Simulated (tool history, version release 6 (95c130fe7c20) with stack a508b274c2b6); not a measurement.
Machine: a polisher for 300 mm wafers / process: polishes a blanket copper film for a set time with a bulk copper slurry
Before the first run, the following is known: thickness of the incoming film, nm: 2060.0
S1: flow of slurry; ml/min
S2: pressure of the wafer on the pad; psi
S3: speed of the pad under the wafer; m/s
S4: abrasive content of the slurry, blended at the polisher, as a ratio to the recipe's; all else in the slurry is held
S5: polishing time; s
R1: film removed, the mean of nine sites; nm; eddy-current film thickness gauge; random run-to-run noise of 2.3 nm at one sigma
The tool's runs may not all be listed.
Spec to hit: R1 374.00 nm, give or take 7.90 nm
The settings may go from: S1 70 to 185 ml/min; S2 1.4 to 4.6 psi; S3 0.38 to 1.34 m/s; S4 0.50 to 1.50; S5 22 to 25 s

run,hour,S1,S2,S3,S4,S5,R1
1,0.0,120,3.0,0.86,1.00,25,243.94
2,6.3,120,3.0,1.06,1.00,25,300.58
3,8.4,130,3.1,1.06,1.00,25,313.77
4,13.0,130,3.1,1.06,0.80,25,294.85
5,17.6,130,3.1,1.06,0.80,25,296.08
6,24.5,150,3.1,1.06,0.80,25,302.82
7,28.5,155,3.2,1.06,0.80,25,314.00
8,37.3,155,3.3,1.06,0.80,25,322.33
9,42.5,180,3.7,1.06,0.80,25,364.33

Which single option among these 4 for the next run brings every result within its allowed miss of target? Just one does.
A,47.7,170,3.8,1.06,0.80,24,?
B,47.7,175,3.5,1.14,0.75,24,?
C,47.7,165,4.2,1.00,0.85,23,?
D,47.7,180,3.8,0.98,1.10,25,?

move,R1
A,355.47
B,350.47
C,356.10
D,371.66
A: lands further from the targets than the last run did
B: lands further from the targets than the last run did
C: lands further from the targets than the last run did
D: all results in spec
D is the move that brings every result within its allowed miss.
